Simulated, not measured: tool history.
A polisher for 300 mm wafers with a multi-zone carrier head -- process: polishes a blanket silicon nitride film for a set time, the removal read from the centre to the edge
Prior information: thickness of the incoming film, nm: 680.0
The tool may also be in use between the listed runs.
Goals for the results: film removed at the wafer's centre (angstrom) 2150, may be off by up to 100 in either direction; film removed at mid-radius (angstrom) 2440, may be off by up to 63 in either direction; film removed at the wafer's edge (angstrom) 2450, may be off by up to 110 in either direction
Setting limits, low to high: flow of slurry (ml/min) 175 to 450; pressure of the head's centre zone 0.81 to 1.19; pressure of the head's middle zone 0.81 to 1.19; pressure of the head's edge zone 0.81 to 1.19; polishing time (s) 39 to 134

| run | day | flow of slurry (ml/min) | pressure of the head's centre zone | pressure of the head's middle zone | pressure of the head's edge zone | polishing time (s) | film removed at the wafer's centre (angstrom) | film removed at mid-radius (angstrom) | film removed at the wafer's edge (angstrom) |
|---|---|---|---|---|---|---|---|---|---|
| 1 | 0 | 290 | 1 | 1 | 1 | 86 | 1892.9 | 1880.7 | 1865.8 |
| 2 | 0.133 | 290 | 0.95 | 1 | 1 | 86 | 1827.2 | 1866 | 1851.6 |
| 3 | 0.45 | 290 | 0.95 | 0.92 | 1 | 86 | 1789 | 1743.3 | 1896.7 |
| 4 | 0.479 | 290 | 0.95 | 0.92 | 1.05 | 86 | 1789 | 1743.3 | 1906.5 |
| 5 | 0.7 | 290 | 0.95 | 0.92 | 0.98 | 86 | 1784.8 | 1716.5 | 1875 |
| 6 | 1.033 | 290 | 0.95 | 0.92 | 1.03 | 86 | 1754.7 | 1755.3 | 1848.2 |
| 7 | 1.208 | 285 | 0.92 | 0.94 | 1.03 | 93 | 1887.4 | 1919.8 | 2046 |
| 8 | 1.538 | 285 | 0.9 | 0.96 | 1.04 | 97 | 1896.3 | 2055.1 | 2063.2 |
| 9 | 1.775 | 300 | 0.89 | 0.97 | 1.14 | 113 | 2204.3 | 2424.5 | 2550.6 |

Exercise: of the 5 proposed moves below, exactly one satisfies all targets within the stated allowed misses. Which move is it?
| A | 2.012 | 325 | 0.85 | 0.94 | 1.13 | 117 | ? | ? | ? |
| B | 2.012 | 305 | 0.92 | 0.93 | 1.14 | 110 | ? | ? | ? |
| C | 2.012 | 310 | 0.89 | 1.02 | 1.09 | 110 | ? | ? | ? |
| D | 2.012 | 315 | 0.96 | 1 | 1.04 | 111 | ? | ? | ? |
| E | 2.012 | 305 | 0.81 | 0.93 | 1.19 | 117 | ? | ? | ? |

| move | film removed at the wafer's centre (angstrom) | film removed at mid-radius (angstrom) | film removed at the wafer's edge (angstrom) |
|---|---|---|---|
| A | 2223.2 | 2439.3 | 2692.7 |
| B | 2243.5 | 2257.7 | 2527.9 |
| C | 2176.9 | 2444.6 | 2486.5 |
| D | 2370.8 | 2429.1 | 2470.9 |
| E | 2105.1 | 2402.6 | 2732.9 |
A: the biggest miss grows against the last run
B: puts the biggest miss on target and leaves a different result outside tolerance
C: hits every target within its allowed miss
D: puts the biggest miss on target and leaves a different result outside tolerance
E: the biggest miss grows against the last run
C meets every target.

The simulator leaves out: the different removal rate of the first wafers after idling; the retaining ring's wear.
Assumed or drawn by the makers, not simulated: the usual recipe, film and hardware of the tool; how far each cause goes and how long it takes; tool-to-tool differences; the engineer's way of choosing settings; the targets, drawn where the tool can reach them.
